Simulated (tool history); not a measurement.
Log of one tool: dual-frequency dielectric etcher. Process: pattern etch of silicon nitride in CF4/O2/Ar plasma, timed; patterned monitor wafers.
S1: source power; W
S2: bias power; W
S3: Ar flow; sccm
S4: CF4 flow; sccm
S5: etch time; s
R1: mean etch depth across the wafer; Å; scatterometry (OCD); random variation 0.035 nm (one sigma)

run	hour	S1	S2	S3	S4	S5	R1
1	0	380	48	76	118	9	141.17
2	0.9	380	48	71	118	9	141.74
3	2.4	370	48	71	118	9	138.48
4	8.4	370	48	71	118	9	138.18
5	13.6	360	48	71	118	9	135.36
6	16.8	360	54	71	118	9	141.95
7	22.8	350	54	71	118	9	138.93
8	31.6	340	54	71	118	9	135.11
9	35.2	330	54	71	118	9	131.28

Forecast run 10:
10	42.7	270	54	71	118	9	?

{"run 10": {"R1": 110.57}}
